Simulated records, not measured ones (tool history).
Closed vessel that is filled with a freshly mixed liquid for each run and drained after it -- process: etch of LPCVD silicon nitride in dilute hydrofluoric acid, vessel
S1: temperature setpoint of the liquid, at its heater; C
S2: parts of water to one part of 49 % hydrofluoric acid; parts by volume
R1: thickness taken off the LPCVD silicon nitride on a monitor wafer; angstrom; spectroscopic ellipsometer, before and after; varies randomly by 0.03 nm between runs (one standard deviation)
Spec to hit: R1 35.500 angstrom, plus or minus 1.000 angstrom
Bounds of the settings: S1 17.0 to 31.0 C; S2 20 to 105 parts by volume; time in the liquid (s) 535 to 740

Run 1, day 0.000: S1 23.0 C, S2 55 parts by volume, time in the liquid (s) 740. Result: R1 45.363 angstrom.
Run 2, day 0.200: S1 22.5 C, S2 55 parts by volume, time in the liquid (s) 740. Result: R1 44.486 angstrom.
Run 3, day 0.588: S1 22.0 C, S2 55 parts by volume, time in the liquid (s) 740. Result: R1 43.081 angstrom.
Run 4, day 0.925: S1 22.0 C, S2 55 parts by volume, time in the liquid (s) 535. Result: R1 31.442 angstrom.
Run 5, day 1.171: S1 22.5 C, S2 55 parts by volume, time in the liquid (s) 535. Result: R1 31.847 angstrom.
Run 6, day 1.233: S1 22.5 C, S2 55 parts by volume, time in the liquid (s) 535. Result: R1 31.915 angstrom.
Run 7, day 1.600: S1 23.0 C, S2 55 parts by volume, time in the liquid (s) 535. Result: R1 33.167 angstrom.
At day 1.708: hydrofluoric acid flow meter replaced.
Run 8, day 1.708: S1 23.5 C, S2 55 parts by volume, time in the liquid (s) 535. Result: R1 38.973 angstrom.
Run 9, day 1.946: S1 23.0 C, S2 55 parts by volume, time in the liquid (s) 535. Result: R1 37.145 angstrom.

Which of these 5 next moves meets every target?
Run A, day 2.183: S1 22.0 C, S2 65 parts by volume, time in the liquid (s) 595. Result: R1 ?.
Run B, day 2.183: S1 23.5 C, S2 60 parts by volume, time in the liquid (s) 605. Result: R1 ?.
Run C, day 2.183: S1 21.0 C, S2 55 parts by volume, time in the liquid (s) 650. Result: R1 ?.
Run D, day 2.183: S1 21.0 C, S2 60 parts by volume, time in the liquid (s) 690. Result: R1 ?.
Run E, day 2.183: S1 23.5 C, S2 70 parts by volume, time in the liquid (s) 625. Result: R1 ?.

move      R1
   A  32.573
   B  39.651
   C  39.123
   D  38.150
   E  35.209
A: takes the biggest miss from the last run beyond its target
B: lands further from the targets than the last run did
C: lands further from the targets than the last run did
D: lands further from the targets than the last run did
E: meets every target
E meets every target.

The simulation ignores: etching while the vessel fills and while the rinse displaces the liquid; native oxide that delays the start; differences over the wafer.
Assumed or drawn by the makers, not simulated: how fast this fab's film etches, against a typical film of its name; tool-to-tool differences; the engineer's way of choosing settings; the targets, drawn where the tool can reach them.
